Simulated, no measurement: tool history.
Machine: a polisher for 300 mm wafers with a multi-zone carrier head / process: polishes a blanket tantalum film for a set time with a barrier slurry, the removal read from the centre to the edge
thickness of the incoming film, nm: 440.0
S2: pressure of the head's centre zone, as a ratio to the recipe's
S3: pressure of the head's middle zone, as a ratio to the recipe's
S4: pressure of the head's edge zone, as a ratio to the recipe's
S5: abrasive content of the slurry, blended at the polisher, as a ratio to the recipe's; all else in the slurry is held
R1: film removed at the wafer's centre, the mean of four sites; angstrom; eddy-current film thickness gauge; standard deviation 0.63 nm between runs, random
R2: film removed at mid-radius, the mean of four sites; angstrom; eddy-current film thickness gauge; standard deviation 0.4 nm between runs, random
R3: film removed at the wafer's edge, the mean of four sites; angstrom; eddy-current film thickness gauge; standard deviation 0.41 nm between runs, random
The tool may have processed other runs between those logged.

{"run": 1, "day": 0.0, "flow of slurry (ml/min)": 120, "S2": 1, "S3": 1, "S4": 1, "S5": 1, "polishing time (s)": 70, "R1": 586.87, "R2": 580.28, "R3": 548.62}
{"run": 2, "day": 0.233, "flow of slurry (ml/min)": 110, "S2": 0.98, "S3": 0.97, "S4": 1.02, "S5": 1, "polishing time (s)": 70, "R1": 557.73, "R2": 554.69, "R3": 550.1}
{"run": 3, "day": 0.596, "flow of slurry (ml/min)": 110, "S2": 0.98, "S3": 1.04, "S4": 1.02, "S5": 1, "polishing time (s)": 70, "R1": 562.2, "R2": 582.26, "R3": 548.82}
{"run": 4, "day": 0.762, "flow of slurry (ml/min)": 100, "S2": 0.97, "S3": 1, "S4": 1.03, "S5": 1, "polishing time (s)": 70, "R1": 544.79, "R2": 552.23, "R3": 546.62}
{"run": 5, "day": 0.988, "flow of slurry (ml/min)": 100, "S2": 0.97, "S3": 1, "S4": 0.97, "S5": 1, "polishing time (s)": 70, "R1": 529.7, "R2": 559.32, "R3": 524.8}
{"run": 6, "day": 1.262, "flow of slurry (ml/min)": 95, "S2": 0.96, "S3": 0.97, "S4": 0.99, "S5": 1, "polishing time (s)": 70, "R1": 513.13, "R2": 528.85, "R3": 533.73}
{"run": 7, "day": 1.292, "flow of slurry (ml/min)": 90, "S2": 0.96, "S3": 0.95, "S4": 1, "S5": 1, "polishing time (s)": 70, "R1": 511.36, "R2": 509.51, "R3": 528.31}

Estimate the outcome of run 8 from the log above:
{"run": 8, "day": 1.354, "flow of slurry (ml/min)": 70, "S2": 0.9, "S3": 0.9, "S4": 1.08, "S5": 1.05, "polishing time (s)": 70, "R1": "?", "R2": "?", "R3": "?"}

Run 8 yielded R1 424.68 angstrom, R2 448.19 angstrom, R3 513.57 angstrom.

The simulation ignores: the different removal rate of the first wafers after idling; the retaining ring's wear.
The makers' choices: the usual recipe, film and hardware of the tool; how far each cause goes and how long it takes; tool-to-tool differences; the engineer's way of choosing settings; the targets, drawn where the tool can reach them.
